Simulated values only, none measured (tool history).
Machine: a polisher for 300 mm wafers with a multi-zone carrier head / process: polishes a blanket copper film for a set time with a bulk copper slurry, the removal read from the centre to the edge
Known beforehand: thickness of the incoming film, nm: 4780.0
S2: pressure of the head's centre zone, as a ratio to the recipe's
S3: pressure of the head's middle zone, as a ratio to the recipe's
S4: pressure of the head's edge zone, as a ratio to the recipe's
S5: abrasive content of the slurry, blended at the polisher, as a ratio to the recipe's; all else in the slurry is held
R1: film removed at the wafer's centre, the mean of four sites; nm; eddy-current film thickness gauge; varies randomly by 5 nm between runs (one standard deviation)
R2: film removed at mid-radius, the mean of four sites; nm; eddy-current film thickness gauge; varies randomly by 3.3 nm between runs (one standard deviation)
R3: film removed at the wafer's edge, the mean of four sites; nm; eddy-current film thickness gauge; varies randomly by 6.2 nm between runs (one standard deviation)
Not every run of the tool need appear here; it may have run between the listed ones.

Run 1, hour 0.0: flow of slurry (ml/min) 125, S2 1.00, S3 1.00, S4 1.00, S5 1.00, polishing time (s) 63. Result: R1 880.40 nm, R2 811.40 nm, R3 834.66 nm.
Run 2, hour 6.0: flow of slurry (ml/min) 125, S2 1.00, S3 0.93, S4 1.00, S5 1.00, polishing time (s) 63. Result: R1 886.33 nm, R2 757.27 nm, R3 831.73 nm.
Run 3, hour 8.7: flow of slurry (ml/min) 125, S2 1.00, S3 0.93, S4 1.07, S5 1.00, polishing time (s) 63. Result: R1 875.77 nm, R2 764.46 nm, R3 830.05 nm.
Run 4, hour 12.5: flow of slurry (ml/min) 125, S2 1.00, S3 0.87, S4 1.07, S5 1.00, polishing time (s) 63. Result: R1 883.34 nm, R2 720.22 nm, R3 829.90 nm.
Run 5, hour 20.2: flow of slurry (ml/min) 125, S2 1.00, S3 0.90, S4 1.06, S5 0.95, polishing time (s) 60. Result: R1 834.12 nm, R2 700.55 nm, R3 772.85 nm.
At hour 21.2: centre zone pressure recalibrated.
Run 6, hour 21.2: flow of slurry (ml/min) 145, S2 1.00, S3 0.90, S4 1.06, S5 0.95, polishing time (s) 60. Result: R1 835.07 nm, R2 720.45 nm, R3 799.03 nm.
Run 7, hour 26.7: flow of slurry (ml/min) 145, S2 0.99, S3 0.92, S4 1.06, S5 0.90, polishing time (s) 57. Result: R1 766.30 nm, R2 681.06 nm, R3 756.90 nm.
Run 8, hour 32.3: flow of slurry (ml/min) 140, S2 0.99, S3 0.95, S4 1.05, S5 0.85, polishing time (s) 55. Result: R1 725.37 nm, R2 665.61 nm, R3 707.74 nm.
Run 9, hour 33.5: flow of slurry (ml/min) 105, S2 0.89, S3 0.97, S4 0.95, S5 0.60, polishing time (s) 45. Result: R1 463.83 nm, R2 488.28 nm, R3 499.29 nm.
Run 10, hour 37.0: flow of slurry (ml/min) 110, S2 0.89, S3 0.98, S4 0.94, S5 0.60, polishing time (s) 45. Result: R1 467.20 nm, R2 498.91 nm, R3 497.14 nm.

What does the tool deliver on the next run?
Run 11, hour 41.4: flow of slurry (ml/min) 110, S2 0.89, S3 0.98, S4 0.93, S5 0.60, polishing time (s) 45. Result: R1 ?, R2 ?, R3 ?.

R1: 460.43 nm
R2: 499.71 nm
R3: 499.87 nm
